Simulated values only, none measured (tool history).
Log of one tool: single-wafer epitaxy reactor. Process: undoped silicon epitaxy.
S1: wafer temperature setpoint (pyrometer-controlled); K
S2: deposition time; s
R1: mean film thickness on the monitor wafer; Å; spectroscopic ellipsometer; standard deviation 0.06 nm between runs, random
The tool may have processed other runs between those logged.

run  hour      S1   S2      R1
  1   0.0  913.15  188  223.49
  2   3.4  919.15  188  257.96
  3  10.1  925.15  188  300.24
  4  14.9  918.15  188  252.01
  5  22.4  922.15  188  279.43
  6  28.6  916.15  188  239.71
  7  29.2  911.15  188  211.61
  8  37.6  907.15  188  188.82
  9  46.0  905.15  188  181.09
 10  54.2  903.15  188  172.19
 11  57.1  901.15  188  163.86

What will run 12 give?
 12  62.0  901.15  188   ?

R1: 163.35 Å

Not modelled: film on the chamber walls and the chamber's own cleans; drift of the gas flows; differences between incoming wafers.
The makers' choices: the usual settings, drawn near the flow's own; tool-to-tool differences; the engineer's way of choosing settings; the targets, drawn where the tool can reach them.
